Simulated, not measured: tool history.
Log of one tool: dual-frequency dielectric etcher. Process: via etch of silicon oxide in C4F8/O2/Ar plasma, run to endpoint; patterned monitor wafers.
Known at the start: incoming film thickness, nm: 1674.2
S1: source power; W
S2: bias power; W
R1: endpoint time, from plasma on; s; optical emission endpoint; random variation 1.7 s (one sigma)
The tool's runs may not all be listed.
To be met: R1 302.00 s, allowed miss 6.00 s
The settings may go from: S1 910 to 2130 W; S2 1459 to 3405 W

| run | day | S1 | S2 | R1 |
|---|---|---|---|---|
| 1 | 0.000 | 1520 | 2432 | 352.31 |
| 2 | 0.046 | 1590 | 2456 | 344.73 |
| 3 | 0.246 | 1390 | 2456 | 363.78 |
| 4 | 0.404 | 1540 | 2456 | 346.47 |
| 5 | 0.683 | 1590 | 2472 | 337.22 |
| 6 | 0.996 | 1590 | 2147 | 353.80 |
| 7 | 1.167 | 1650 | 2166 | 348.00 |
| 8 | 1.442 | 1700 | 2183 | 341.44 |
| 9 | 1.596 | 1750 | 2197 | 336.33 |
| 10 | 1.679 | 1790 | 2210 | 332.33 |
| 11 | 1.921 | 1830 | 2223 | 329.42 |
| 12 | 2.042 | 1860 | 2241 | 327.83 |

5 next moves are on the table. One of them brings every result within its allowed miss. Which?
| A | 2.162 | 2130 | 2389 | ? |
| B | 2.162 | 1770 | 2059 | ? |
| C | 2.162 | 1850 | 2529 | ? |
| D | 2.162 | 1990 | 2261 | ? |
| E | 2.162 | 1600 | 1770 | ? |

| move | R1 |
|---|---|
| A | 302.44 |
| B | 340.56 |
| C | 316.49 |
| D | 315.94 |
| E | 369.80 |
A: meets every target
B: further off than the last run
C: nearer than the last run, and not there yet
D: nearer than the last run, and not there yet
E: further off than the last run
The right move is A.

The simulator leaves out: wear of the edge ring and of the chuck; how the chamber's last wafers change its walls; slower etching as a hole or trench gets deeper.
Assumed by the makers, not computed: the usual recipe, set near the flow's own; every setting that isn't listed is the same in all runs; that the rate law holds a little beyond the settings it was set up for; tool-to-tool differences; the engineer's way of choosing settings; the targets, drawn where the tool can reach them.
